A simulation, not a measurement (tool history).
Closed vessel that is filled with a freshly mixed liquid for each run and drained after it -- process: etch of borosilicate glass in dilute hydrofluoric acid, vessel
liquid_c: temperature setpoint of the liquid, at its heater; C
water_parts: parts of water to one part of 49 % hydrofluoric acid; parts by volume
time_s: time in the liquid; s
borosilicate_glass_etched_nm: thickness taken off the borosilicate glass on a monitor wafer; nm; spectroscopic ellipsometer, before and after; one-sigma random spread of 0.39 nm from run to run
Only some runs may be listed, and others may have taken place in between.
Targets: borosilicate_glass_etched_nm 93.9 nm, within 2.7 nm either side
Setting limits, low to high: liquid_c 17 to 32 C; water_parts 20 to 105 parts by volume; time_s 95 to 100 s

Run 1, hour 0: liquid_c 24 C, water_parts 55 parts by volume, time_s 95 s. Result: borosilicate_glass_etched_nm 42.778 nm.
Run 2, hour 3.2: liquid_c 26.5 C, water_parts 45 parts by volume, time_s 95 s. Result: borosilicate_glass_etched_nm 59.04 nm.
Run 3, hour 6.1: liquid_c 28.5 C, water_parts 40 parts by volume, time_s 95 s. Result: borosilicate_glass_etched_nm 72.013 nm.
Run 4, hour 11: liquid_c 29.5 C, water_parts 40 parts by volume, time_s 95 s. Result: borosilicate_glass_etched_nm 75.65 nm.
Run 5, hour 16.8: liquid_c 29.5 C, water_parts 25 parts by volume, time_s 95 s. Result: borosilicate_glass_etched_nm 123.4 nm.
Run 6, hour 24.3: liquid_c 29.5 C, water_parts 20 parts by volume, time_s 95 s. Result: borosilicate_glass_etched_nm 155.46 nm.
Run 7, hour 29: liquid_c 26 C, water_parts 25 parts by volume, time_s 95 s. Result: borosilicate_glass_etched_nm 107.75 nm.
Run 8, hour 30.6: liquid_c 25 C, water_parts 25 parts by volume, time_s 95 s. Result: borosilicate_glass_etched_nm 102.31 nm.
Run 9, hour 36.8: liquid_c 24.5 C, water_parts 25 parts by volume, time_s 95 s. Result: borosilicate_glass_etched_nm 100.29 nm.

Of the 4 settings listed for the next run, only one would bring every result within its allowed miss of target. Which one?
Run A, hour 43: liquid_c 23 C, water_parts 25 parts by volume, time_s 100 s. Result: borosilicate_glass_etched_nm ?.
Run B, hour 43: liquid_c 22 C, water_parts 25 parts by volume, time_s 100 s. Result: borosilicate_glass_etched_nm ?.
Run C, hour 43: liquid_c 20.5 C, water_parts 20 parts by volume, time_s 100 s. Result: borosilicate_glass_etched_nm ?.
Run D, hour 43: liquid_c 25.5 C, water_parts 25 parts by volume, time_s 95 s. Result: borosilicate_glass_etched_nm ?.

move  borosilicate_glass_etched_nm
   A                        99.162
   B                        95.037
   C                        112.08
   D                        104.62
A: better than the last run, though not everything is in spec
B: hits every target within its allowed miss
C: misses by more than the last run did
D: misses by more than the last run did
The right move is B.
